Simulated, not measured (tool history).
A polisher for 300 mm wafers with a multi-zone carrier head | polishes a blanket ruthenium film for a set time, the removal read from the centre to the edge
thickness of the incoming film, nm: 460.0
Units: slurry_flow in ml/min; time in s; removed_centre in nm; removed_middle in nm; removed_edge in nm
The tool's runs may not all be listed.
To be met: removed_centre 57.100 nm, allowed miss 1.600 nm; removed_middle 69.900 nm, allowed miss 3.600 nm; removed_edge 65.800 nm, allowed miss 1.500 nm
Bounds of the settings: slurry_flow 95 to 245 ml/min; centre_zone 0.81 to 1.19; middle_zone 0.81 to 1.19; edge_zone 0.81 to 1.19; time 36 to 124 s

{"run": 1, "hour": 0.0, "slurry_flow": 155, "centre_zone": 1.0, "middle_zone": 1.0, "edge_zone": 1.0, "time": 79, "removed_centre": 95.043, "removed_middle": 89.874, "removed_edge": 92.235}
{"run": 2, "hour": 3.2, "slurry_flow": 155, "centre_zone": 1.09, "middle_zone": 1.0, "edge_zone": 1.0, "time": 79, "removed_centre": 103.46, "removed_middle": 90.553, "removed_edge": 93.698}
{"run": 3, "hour": 5.2, "slurry_flow": 130, "centre_zone": 1.09, "middle_zone": 1.0, "edge_zone": 1.0, "time": 79, "removed_centre": 99.037, "removed_middle": 86.506, "removed_edge": 91.835}
{"run": 4, "hour": 7.6, "slurry_flow": 120, "centre_zone": 1.01, "middle_zone": 1.03, "edge_zone": 0.98, "time": 73, "removed_centre": 82.854, "removed_middle": 79.505, "removed_edge": 81.806}
{"run": 5, "hour": 11.3, "slurry_flow": 120, "centre_zone": 1.01, "middle_zone": 1.03, "edge_zone": 1.06, "time": 73, "removed_centre": 83.014, "removed_middle": 78.503, "removed_edge": 84.398}
{"run": 6, "hour": 17.5, "slurry_flow": 140, "centre_zone": 1.01, "middle_zone": 1.03, "edge_zone": 1.06, "time": 73, "removed_centre": 86.173, "removed_middle": 83.171, "removed_edge": 87.253}
{"run": 7, "hour": 20.7, "slurry_flow": 130, "centre_zone": 0.95, "middle_zone": 1.06, "edge_zone": 1.02, "time": 69, "removed_centre": 76.653, "removed_middle": 81.447, "removed_edge": 79.185}
{"run": 8, "hour": 28.8, "slurry_flow": 120, "centre_zone": 0.91, "middle_zone": 1.06, "edge_zone": 1.01, "time": 66, "removed_centre": 67.275, "removed_middle": 74.722, "removed_edge": 75.416}
{"run": 9, "hour": 29.7, "slurry_flow": 115, "centre_zone": 0.89, "middle_zone": 1.06, "edge_zone": 0.96, "time": 65, "removed_centre": 63.973, "removed_middle": 74.451, "removed_edge": 71.968}
{"run": 10, "hour": 33.0, "slurry_flow": 110, "centre_zone": 0.88, "middle_zone": 1.05, "edge_zone": 0.93, "time": 64, "removed_centre": 61.712, "removed_middle": 71.934, "removed_edge": 68.33}
{"run": 11, "hour": 38.2, "slurry_flow": 105, "centre_zone": 0.87, "middle_zone": 1.05, "edge_zone": 0.92, "time": 64, "removed_centre": 58.961, "removed_middle": 68.238, "removed_edge": 67.406}
{"run": 12, "hour": 43.9, "slurry_flow": 105, "centre_zone": 0.87, "middle_zone": 1.06, "edge_zone": 0.91, "time": 64, "removed_centre": 59.676, "removed_middle": 69.557, "removed_edge": 66.877}
{"run": 13, "hour": 44.9, "slurry_flow": 105, "centre_zone": 0.86, "middle_zone": 1.07, "edge_zone": 0.91, "time": 64, "removed_centre": 58.894, "removed_middle": 71.318, "removed_edge": 66.985}

Which of these 4 next moves meets every target?
{"run": "A", "hour": 45.9, "slurry_flow": 95, "centre_zone": 0.88, "middle_zone": 1.08, "edge_zone": 1.0, "time": 65, "removed_centre": "?", "removed_middle": "?", "removed_edge": "?"}
{"run": "B", "hour": 45.9, "slurry_flow": 135, "centre_zone": 0.85, "middle_zone": 1.06, "edge_zone": 0.9, "time": 63, "removed_centre": "?", "removed_middle": "?", "removed_edge": "?"}
{"run": "C", "hour": 45.9, "slurry_flow": 135, "centre_zone": 0.92, "middle_zone": 1.16, "edge_zone": 0.84, "time": 60, "removed_centre": "?", "removed_middle": "?", "removed_edge": "?"}
{"run": "D", "hour": 45.9, "slurry_flow": 100, "centre_zone": 0.88, "middle_zone": 1.12, "edge_zone": 0.96, "time": 62, "removed_centre": "?", "removed_middle": "?", "removed_edge": "?"}

move=A removed_centre=58.381 removed_middle=68.869 removed_edge=69.571
move=B removed_centre=61.582 removed_middle=72.911 removed_edge=68.914
move=C removed_centre=63.568 removed_middle=74.998 removed_edge=63.533
move=D removed_centre=56.888 removed_middle=69.011 removed_edge=65.829
A: brings the result that was furthest off to its target, and leaves another outside
B: further off than the last run
C: further off than the last run
D: meets every target
Answer: D
